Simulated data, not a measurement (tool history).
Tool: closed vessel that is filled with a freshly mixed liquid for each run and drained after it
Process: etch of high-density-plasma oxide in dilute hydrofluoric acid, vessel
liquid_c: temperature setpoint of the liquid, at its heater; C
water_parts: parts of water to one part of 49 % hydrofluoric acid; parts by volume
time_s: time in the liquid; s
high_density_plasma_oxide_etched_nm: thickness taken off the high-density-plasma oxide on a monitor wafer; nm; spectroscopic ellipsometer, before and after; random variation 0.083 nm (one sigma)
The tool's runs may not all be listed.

| run | hour | liquid_c | water_parts | time_s | high_density_plasma_oxide_etched_nm |
|---|---|---|---|---|---|
| 1 | 0.0 | 24.0 | 210 | 360 | 11.5500 |
| 2 | 6.2 | 23.0 | 210 | 360 | 11.2130 |
| 3 | 13.2 | 22.0 | 210 | 360 | 10.7230 |
| 4 | 14.3 | 22.0 | 135 | 360 | 18.1010 |
| 5 | 18.1 | 24.5 | 135 | 360 | 19.6640 |
| 6 | 26.0 | 23.5 | 150 | 360 | 16.6800 |
| 7 | 28.3 | 22.5 | 160 | 360 | 15.1330 |
| 8 | 32.4 | 18.5 | 220 | 355 | 8.6238 |

The next listed run, before its measurement:
| 9 | 39.3 | 19.0 | 220 | 355 | ? |

Run 9 gave high_density_plasma_oxide_etched_nm 8.8755 nm.
